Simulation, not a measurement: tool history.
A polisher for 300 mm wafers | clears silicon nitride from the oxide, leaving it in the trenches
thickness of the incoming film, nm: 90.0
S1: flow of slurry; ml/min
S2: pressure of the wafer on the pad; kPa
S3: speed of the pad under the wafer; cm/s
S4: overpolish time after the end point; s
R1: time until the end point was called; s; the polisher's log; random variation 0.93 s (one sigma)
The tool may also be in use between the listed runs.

{"run": 1, "hour": 0.0, "S1": 135, "S2": 15.9, "S3": 126, "S4": 31, "R1": 91.609}
{"run": 2, "hour": 2.4, "S1": 105, "S2": 15.9, "S3": 126, "S4": 31, "R1": 97.272}
{"run": 3, "hour": 4.1, "S1": 80, "S2": 15.9, "S3": 126, "S4": 31, "R1": 103.47}
{"run": 4, "hour": 5.0, "S1": 85, "S2": 17.9, "S3": 128, "S4": 31, "R1": 88.266}
{"run": 5, "hour": 11.9, "S1": 85, "S2": 17.9, "S3": 128, "S4": 31, "R1": 87.092}
{"run": 6, "hour": 18.3, "S1": 85, "S2": 17.9, "S3": 98, "S4": 31, "R1": 118.36}
{"run": 7, "hour": 19.7, "S1": 90, "S2": 19.3, "S3": 106, "S4": 31, "R1": 96.642}

The next listed run, before its measurement:
{"run": 8, "hour": 27.3, "S1": 95, "S2": 20.7, "S3": 110, "S4": 31, "R1": "?"}

Run 8 gave R1 85.497 s.
